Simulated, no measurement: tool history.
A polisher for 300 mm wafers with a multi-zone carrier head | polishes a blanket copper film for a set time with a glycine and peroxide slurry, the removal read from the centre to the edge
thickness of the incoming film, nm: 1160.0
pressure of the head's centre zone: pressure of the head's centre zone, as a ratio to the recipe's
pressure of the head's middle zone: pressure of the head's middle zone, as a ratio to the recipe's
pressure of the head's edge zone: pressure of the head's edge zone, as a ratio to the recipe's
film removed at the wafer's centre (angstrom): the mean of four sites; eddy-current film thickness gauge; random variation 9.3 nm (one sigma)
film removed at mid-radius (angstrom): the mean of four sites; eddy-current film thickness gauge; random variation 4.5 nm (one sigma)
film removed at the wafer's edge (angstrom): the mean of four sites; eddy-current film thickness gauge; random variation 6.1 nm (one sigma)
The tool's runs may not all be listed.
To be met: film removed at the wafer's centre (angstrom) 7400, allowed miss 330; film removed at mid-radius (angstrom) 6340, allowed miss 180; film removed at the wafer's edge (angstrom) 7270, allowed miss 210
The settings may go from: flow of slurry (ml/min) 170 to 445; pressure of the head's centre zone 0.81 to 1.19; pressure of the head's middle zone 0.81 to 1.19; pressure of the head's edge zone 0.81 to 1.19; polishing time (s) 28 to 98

| run | hour | flow of slurry (ml/min) | pressure of the head's centre zone | pressure of the head's middle zone | pressure of the head's edge zone | polishing time (s) | film removed at the wafer's centre (angstrom) | film removed at mid-radius (angstrom) | film removed at the wafer's edge (angstrom) |
|---|---|---|---|---|---|---|---|---|---|
| 1 | 0 | 285 | 1 | 1 | 1 | 63 | 4713.9 | 4865.9 | 4842.7 |
| 2 | 3.6 | 290 | 1.02 | 0.99 | 1.03 | 67 | 5053.6 | 5095.9 | 5149 |
| 3 | 5.5 | 290 | 1.03 | 0.97 | 1.05 | 71 | 5534.9 | 5383.6 | 5659.5 |
| 4 | 11.5 | 290 | 1.03 | 0.97 | 1.05 | 62 | 4889.7 | 4734.8 | 4932.3 |
| 5 | 18.6 | 290 | 1.03 | 0.97 | 1.12 | 62 | 4820.6 | 4668.9 | 4887.5 |
| 6 | 22.4 | 290 | 0.99 | 0.97 | 1.12 | 62 | 4660.6 | 4655.5 | 4964.7 |
| 7 | 29.1 | 295 | 1.01 | 0.96 | 1.13 | 66 | 4987.4 | 4916.3 | 5354.3 |
| 8 | 36.5 | 305 | 1.04 | 0.95 | 1.14 | 69 | 5365 | 5141.7 | 5630.3 |
| 9 | 44.7 | 310 | 1.06 | 0.94 | 1.14 | 72 | 5725.2 | 5266.8 | 5837.1 |
| 10 | 50.2 | 310 | 1.07 | 0.94 | 1.14 | 75 | 5971.4 | 5516.4 | 6097.2 |
| 11 | 56.8 | 310 | 1.07 | 0.94 | 1.14 | 75 | 6059.8 | 5569.2 | 6140.6 |
| 12 | 61.5 | 310 | 1.08 | 0.93 | 1.14 | 77 | 6297.8 | 5622.7 | 6297.6 |

4 next moves are on the table. One of them brings every result within its allowed miss. Which?
| A | 66.2 | 325 | 1.03 | 1.01 | 1.07 | 86 | ? | ? | ? |
| B | 66.2 | 285 | 1.1 | 0.9 | 1.15 | 89 | ? | ? | ? |
| C | 66.2 | 245 | 1.1 | 1 | 1.13 | 90 | ? | ? | ? |
| D | 66.2 | 240 | 0.83 | 0.84 | 1.19 | 81 | ? | ? | ? |

| move | film removed at the wafer's centre (angstrom) | film removed at mid-radius (angstrom) | film removed at the wafer's edge (angstrom) |
|---|---|---|---|
| A | 6735 | 6796.9 | 6872.7 |
| B | 7370.8 | 6328.5 | 7276.3 |
| C | 7373.8 | 6917.6 | 7240.6 |
| D | 4982.5 | 5384.5 | 6658.8 |
A: nearer than the last run, and not there yet
B: meets every target
C: brings the result that was furthest off to its target, and leaves another outside
D: further off than the last run
The right move is B.

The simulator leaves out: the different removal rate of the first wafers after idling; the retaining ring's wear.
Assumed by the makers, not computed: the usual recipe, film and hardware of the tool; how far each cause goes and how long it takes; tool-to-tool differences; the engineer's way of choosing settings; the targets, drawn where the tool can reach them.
